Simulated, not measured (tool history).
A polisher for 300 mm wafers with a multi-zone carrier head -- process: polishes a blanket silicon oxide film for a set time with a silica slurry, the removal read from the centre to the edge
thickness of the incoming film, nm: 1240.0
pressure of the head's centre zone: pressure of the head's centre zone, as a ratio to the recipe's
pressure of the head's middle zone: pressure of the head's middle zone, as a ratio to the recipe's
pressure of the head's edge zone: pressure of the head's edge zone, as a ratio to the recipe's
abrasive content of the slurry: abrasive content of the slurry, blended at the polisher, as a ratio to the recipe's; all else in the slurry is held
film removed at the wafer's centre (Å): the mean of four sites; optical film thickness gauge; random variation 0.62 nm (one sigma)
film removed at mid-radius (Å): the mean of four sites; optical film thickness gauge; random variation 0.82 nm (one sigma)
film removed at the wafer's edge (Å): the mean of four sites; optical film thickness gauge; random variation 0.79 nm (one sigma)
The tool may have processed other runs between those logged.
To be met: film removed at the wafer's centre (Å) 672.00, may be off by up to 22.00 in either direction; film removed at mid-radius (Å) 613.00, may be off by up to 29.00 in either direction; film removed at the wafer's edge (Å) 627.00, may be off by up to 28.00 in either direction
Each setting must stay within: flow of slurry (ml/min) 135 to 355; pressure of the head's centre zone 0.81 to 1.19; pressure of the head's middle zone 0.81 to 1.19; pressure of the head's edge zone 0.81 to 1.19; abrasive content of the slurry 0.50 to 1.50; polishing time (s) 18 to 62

run,hour,flow of slurry (ml/min),pressure of the head's centre zone,pressure of the head's middle zone,pressure of the head's edge zone,abrasive content of the slurry,polishing time (s),film removed at the wafer's centre (Å),film removed at mid-radius (Å),film removed at the wafer's edge (Å)
1,0.0,225,1.00,1.00,1.00,1.00,40,1171.80,1171.30,1186.80
2,1.1,225,1.00,0.99,0.98,0.90,38,1047.80,1022.10,1029.20
3,5.5,225,0.99,0.97,0.96,0.85,37,975.31,953.12,974.64
4,10.4,225,1.07,0.97,0.96,0.85,37,1063.40,932.71,968.62
5,18.9,225,1.06,0.96,0.94,0.80,36,987.37,891.34,917.54
6,22.7,225,1.06,0.89,0.94,0.80,36,1011.60,855.16,899.50
7,23.6,205,0.96,0.84,0.84,0.55,28,549.01,507.82,532.13
8,28.3,215,0.97,0.86,0.86,0.55,28,555.35,509.21,550.14
9,29.9,215,0.99,0.89,0.87,0.55,28,569.75,525.26,544.57
10,30.5,220,1.00,0.91,0.89,0.55,28,573.94,524.77,565.52
11,39.1,265,1.09,1.01,0.85,0.70,28,746.14,685.88,649.13
12,47.0,255,1.08,1.00,0.86,0.70,28,748.40,674.46,640.40
13,54.3,245,1.07,0.99,0.87,0.70,28,738.71,663.37,644.49
14,61.6,240,1.06,0.98,0.87,0.70,28,733.70,653.73,649.28
15,62.4,235,1.05,0.97,0.87,0.70,28,722.62,645.15,653.46
16,63.7,235,1.04,0.97,0.87,0.70,28,706.63,659.66,635.34
17,64.9,235,1.04,0.96,0.87,0.70,28,698.96,645.06,642.43

Which of these 5 next moves meets every target?
A,66.1,235,1.08,0.88,0.90,0.75,27,?,?,?
B,66.1,215,1.01,0.92,0.86,0.85,25,?,?,?
C,66.1,210,1.07,0.99,0.95,0.75,27,?,?,?
D,66.1,220,1.07,0.99,0.82,0.50,35,?,?,?
E,66.1,190,1.12,0.92,0.99,0.50,34,?,?,?

move,film removed at the wafer's centre (Å),film removed at mid-radius (Å),film removed at the wafer's edge (Å)
A,734.26,600.38,650.05
B,672.69,610.05,628.90
C,716.78,649.54,655.31
D,722.06,653.97,624.98
E,718.36,587.77,641.18
A: its largest miss is bigger than the last run's
B: hits every target within its allowed miss
C: its largest miss is bigger than the last run's
D: its largest miss is bigger than the last run's
E: its largest miss is bigger than the last run's
Go with B: it meets all targets.
